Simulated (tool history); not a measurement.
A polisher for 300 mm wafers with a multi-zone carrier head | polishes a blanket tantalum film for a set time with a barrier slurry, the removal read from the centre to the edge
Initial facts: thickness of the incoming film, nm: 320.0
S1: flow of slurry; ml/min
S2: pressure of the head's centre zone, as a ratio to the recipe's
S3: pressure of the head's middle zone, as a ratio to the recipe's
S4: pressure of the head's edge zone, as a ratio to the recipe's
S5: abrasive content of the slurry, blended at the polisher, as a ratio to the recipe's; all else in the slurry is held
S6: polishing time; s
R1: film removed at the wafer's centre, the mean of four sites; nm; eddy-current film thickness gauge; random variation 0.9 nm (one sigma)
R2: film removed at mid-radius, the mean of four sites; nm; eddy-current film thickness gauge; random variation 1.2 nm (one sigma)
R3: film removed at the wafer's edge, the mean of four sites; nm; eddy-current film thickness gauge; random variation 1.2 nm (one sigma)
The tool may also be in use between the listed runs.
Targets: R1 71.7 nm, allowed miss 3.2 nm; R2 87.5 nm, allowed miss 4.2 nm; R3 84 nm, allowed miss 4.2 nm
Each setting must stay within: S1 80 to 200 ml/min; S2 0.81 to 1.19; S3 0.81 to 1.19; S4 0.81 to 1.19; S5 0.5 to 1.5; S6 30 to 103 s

Run 1, day 0: S1 130 ml/min, S2 1, S3 1, S4 1, S5 1, S6 66 s. Result: R1 96.736 nm, R2 93.9 nm, R3 100.52 nm.
Run 2, day 0.146: S1 145 ml/min, S2 1, S3 1, S4 1, S5 1, S6 66 s. Result: R1 98.681 nm, R2 99.815 nm, R3 99.577 nm.
Run 3, day 0.317: S1 145 ml/min, S2 1, S3 1, S4 1.06, S5 1, S6 66 s. Result: R1 100.48 nm, R2 98.578 nm, R3 102.72 nm.
Run 4, day 0.542: S1 145 ml/min, S2 1, S3 1, S4 1.06, S5 1, S6 52 s. Result: R1 78.368 nm, R2 77.697 nm, R3 77.827 nm.
Run 5, day 0.796: S1 145 ml/min, S2 0.96, S3 1.02, S4 1.06, S5 1.05, S6 52 s. Result: R1 75.033 nm, R2 78.797 nm, R3 83.38 nm.
Run 6, day 0.862: S1 145 ml/min, S2 0.96, S3 1.02, S4 1.14, S5 1.05, S6 52 s. Result: R1 77.364 nm, R2 79.856 nm, R3 85.69 nm.
At day 1.058: slurry nozzle cleaned.
Run 7, day 1.058: S1 150 ml/min, S2 0.95, S3 1.06, S4 1.12, S5 1, S6 52 s. Result: R1 78.6 nm, R2 83.415 nm, R3 84.59 nm.
Run 8, day 1.433: S1 150 ml/min, S2 0.92, S3 1.09, S4 1.1, S5 1, S6 52 s. Result: R1 75.509 nm, R2 85.751 nm, R3 84.381 nm.
Run 9, day 1.725: S1 150 ml/min, S2 0.91, S3 1.1, S4 1.09, S5 1, S6 52 s. Result: R1 75.165 nm, R2 87.84 nm, R3 83.262 nm.

5 next moves are on the table. One of them brings every result within its allowed miss. Which?
Run A, day 2.017: S1 145 ml/min, S2 1.06, S3 1.08, S4 1.19, S5 1.15, S6 46 s. Result: R1 ?, R2 ?, R3 ?.
Run B, day 2.017: S1 145 ml/min, S2 0.81, S3 1.03, S4 1.15, S5 1.3, S6 53 s. Result: R1 ?, R2 ?, R3 ?.
Run C, day 2.017: S1 155 ml/min, S2 0.92, S3 1.11, S4 1.06, S5 0.95, S6 55 s. Result: R1 ?, R2 ?, R3 ?.
Run D, day 2.017: S1 120 ml/min, S2 0.82, S3 0.87, S4 1.15, S5 1.1, S6 56 s. Result: R1 ?, R2 ?, R3 ?.
Run E, day 2.017: S1 135 ml/min, S2 0.89, S3 1.14, S4 1.1, S5 0.95, S6 52 s. Result: R1 ?, R2 ?, R3 ?.

move      R1      R2      R3
   A  79.349   77.09  78.908
   B   73.02  88.188  91.847
   C  80.494  91.113  85.782
   D  71.731  76.227   91.03
   E  71.574   85.58  80.989
A: its largest miss is bigger than the last run's
B: brings the last run's worst result on target, with another outside its allowed miss
C: its largest miss is bigger than the last run's
D: brings the last run's worst result on target, with another outside its allowed miss
E: meets every target
The right move is E.
